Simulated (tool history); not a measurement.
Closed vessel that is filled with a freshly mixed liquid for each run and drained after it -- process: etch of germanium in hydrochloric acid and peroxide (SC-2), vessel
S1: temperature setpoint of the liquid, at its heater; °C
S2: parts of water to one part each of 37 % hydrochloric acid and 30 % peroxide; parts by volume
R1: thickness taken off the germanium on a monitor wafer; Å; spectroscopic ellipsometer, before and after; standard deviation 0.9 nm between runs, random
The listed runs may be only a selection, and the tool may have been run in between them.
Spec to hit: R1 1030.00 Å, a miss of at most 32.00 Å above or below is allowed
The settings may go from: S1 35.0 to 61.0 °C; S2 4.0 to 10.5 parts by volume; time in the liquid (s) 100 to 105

{"run": 1, "hour": 0.0, "S1": 45.0, "S2": 5.5, "time in the liquid (s)": 100, "R1": 1333.3}
{"run": 2, "hour": 3.4, "S1": 45.0, "S2": 7.0, "time in the liquid (s)": 100, "R1": 1337.0}
{"run": 3, "hour": 10.3, "S1": 44.0, "S2": 7.0, "time in the liquid (s)": 100, "R1": 1301.0}
{"run": 4, "hour": 11.5, "S1": 44.0, "S2": 7.0, "time in the liquid (s)": 100, "R1": 1280.4}
{"run": 5, "hour": 15.1, "S1": 44.0, "S2": 5.5, "time in the liquid (s)": 100, "R1": 1287.5}
{"run": 6, "hour": 21.8, "S1": 41.0, "S2": 5.5, "time in the liquid (s)": 100, "R1": 1192.3}
{"run": 7, "hour": 25.2, "S1": 35.0, "S2": 5.5, "time in the liquid (s)": 100, "R1": 953.01}
{"run": 8, "hour": 28.8, "S1": 35.5, "S2": 5.5, "time in the liquid (s)": 100, "R1": 958.2}

Below are 5 possible settings for the next run. Only one of them brings all results inside the allowed miss of their targets. Which is it?
{"run": "A", "hour": 32.4, "S1": 35.0, "S2": 5.5, "time in the liquid (s)": 100, "R1": "?"}
{"run": "B", "hour": 32.4, "S1": 35.0, "S2": 6.0, "time in the liquid (s)": 100, "R1": "?"}
{"run": "C", "hour": 32.4, "S1": 39.0, "S2": 5.5, "time in the liquid (s)": 100, "R1": "?"}
{"run": "D", "hour": 32.4, "S1": 38.0, "S2": 6.5, "time in the liquid (s)": 105, "R1": "?"}
{"run": "E", "hour": 32.4, "S1": 35.5, "S2": 5.0, "time in the liquid (s)": 105, "R1": "?"}

move=A R1=948.38
move=B R1=946.66
move=C R1=1093.50
move=D R1=1103.60
move=E R1=1015.30
A: lands further from the targets than the last run did
B: lands further from the targets than the last run did
C: the result that was furthest off in the last run now lies on the other side of its target
D: the result that was furthest off in the last run now lies on the other side of its target
E: every result lands within tolerance
Correct choice: E, which meets every target
